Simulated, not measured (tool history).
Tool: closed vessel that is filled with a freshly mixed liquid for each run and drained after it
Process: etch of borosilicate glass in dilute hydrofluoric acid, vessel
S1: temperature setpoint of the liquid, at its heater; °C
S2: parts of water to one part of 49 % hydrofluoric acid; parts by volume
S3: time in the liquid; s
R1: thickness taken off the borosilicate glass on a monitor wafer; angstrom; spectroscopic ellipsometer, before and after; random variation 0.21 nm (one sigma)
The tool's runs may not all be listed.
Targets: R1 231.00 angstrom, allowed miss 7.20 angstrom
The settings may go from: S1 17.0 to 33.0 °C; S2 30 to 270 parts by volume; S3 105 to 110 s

run  hour    S1   S2   S3      R1
  1   0.0  25.0  150  105  189.85
  2   1.5  27.0  150  105  203.56
  3   9.4  27.0  150  110  209.45
  4  17.2  27.0  150  110  212.30
  5  24.8  27.0  150  110  212.06
  6  31.6  27.5  150  110  213.46
  7  32.4  28.0  150  110  214.23
  8  38.8  28.5  150  110  224.85

4 next moves are on the table. One of them brings every result within its allowed miss. Which?
  A  45.2  29.0  155  110   ?
  B  45.2  27.5  150  110   ?
  C  45.2  26.5  145  110   ?
  D  45.2  29.5  145  105   ?

move      R1
   A  219.17
   B  215.75
   C  216.37
   D  230.67
A: further off than the last run
B: further off than the last run
C: further off than the last run
D: meets every target
Move D is the one to make.
